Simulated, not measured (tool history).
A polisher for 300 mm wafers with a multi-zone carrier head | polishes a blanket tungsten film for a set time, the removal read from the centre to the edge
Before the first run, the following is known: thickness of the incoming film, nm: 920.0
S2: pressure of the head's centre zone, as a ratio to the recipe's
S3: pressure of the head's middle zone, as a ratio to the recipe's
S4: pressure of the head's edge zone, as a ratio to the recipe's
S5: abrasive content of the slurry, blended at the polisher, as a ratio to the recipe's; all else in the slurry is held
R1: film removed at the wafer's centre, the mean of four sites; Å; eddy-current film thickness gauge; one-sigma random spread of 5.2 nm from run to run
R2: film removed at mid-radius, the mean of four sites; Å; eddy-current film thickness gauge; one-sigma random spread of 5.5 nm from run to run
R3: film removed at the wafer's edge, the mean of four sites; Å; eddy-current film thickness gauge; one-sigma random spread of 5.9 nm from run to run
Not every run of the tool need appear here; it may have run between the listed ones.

Run 1, hour 0.0: flow of slurry (ml/min) 145, S2 1.00, S3 1.00, S4 1.00, S5 1.00, polishing time (s) 77. Result: R1 3279.1 Å, R2 3348.5 Å, R3 3384.6 Å.
Run 2, hour 3.3: flow of slurry (ml/min) 150, S2 0.99, S3 0.99, S4 1.03, S5 1.05, polishing time (s) 78. Result: R1 3362.3 Å, R2 3469.0 Å, R3 3618.9 Å.
Run 3, hour 4.6: flow of slurry (ml/min) 150, S2 1.04, S3 0.99, S4 1.03, S5 1.05, polishing time (s) 78. Result: R1 3487.5 Å, R2 3465.7 Å, R3 3525.7 Å.
Run 4, hour 8.3: flow of slurry (ml/min) 150, S2 1.04, S3 0.99, S4 0.99, S5 1.05, polishing time (s) 78. Result: R1 3538.6 Å, R2 3439.3 Å, R3 3481.1 Å.
Run 5, hour 11.3: flow of slurry (ml/min) 155, S2 1.03, S3 0.98, S4 1.01, S5 1.10, polishing time (s) 78. Result: R1 3632.2 Å, R2 3443.9 Å, R3 3589.1 Å.
Run 6, hour 13.3: flow of slurry (ml/min) 160, S2 1.01, S3 0.98, S4 1.03, S5 1.15, polishing time (s) 78. Result: R1 3631.7 Å, R2 3593.7 Å, R3 3644.4 Å.
Run 7, hour 18.0: flow of slurry (ml/min) 160, S2 1.00, S3 0.97, S4 1.05, S5 1.20, polishing time (s) 79. Result: R1 3612.7 Å, R2 3655.9 Å, R3 3798.1 Å.
Run 8, hour 26.3: flow of slurry (ml/min) 165, S2 0.99, S3 0.96, S4 1.07, S5 1.25, polishing time (s) 80. Result: R1 3719.1 Å, R2 3723.7 Å, R3 4004.4 Å.
Run 9, hour 31.5: flow of slurry (ml/min) 165, S2 0.99, S3 0.96, S4 1.08, S5 1.25, polishing time (s) 80. Result: R1 3810.4 Å, R2 3787.9 Å, R3 3925.4 Å.

Expected results for the next run?
Run 10, hour 32.3: flow of slurry (ml/min) 165, S2 0.97, S3 0.95, S4 1.09, S5 1.30, polishing time (s) 81. Result: R1 ?, R2 ?, R3 ?.

R1: 3784.3 Å
R2: 3857.7 Å
R3: 4136.2 Å
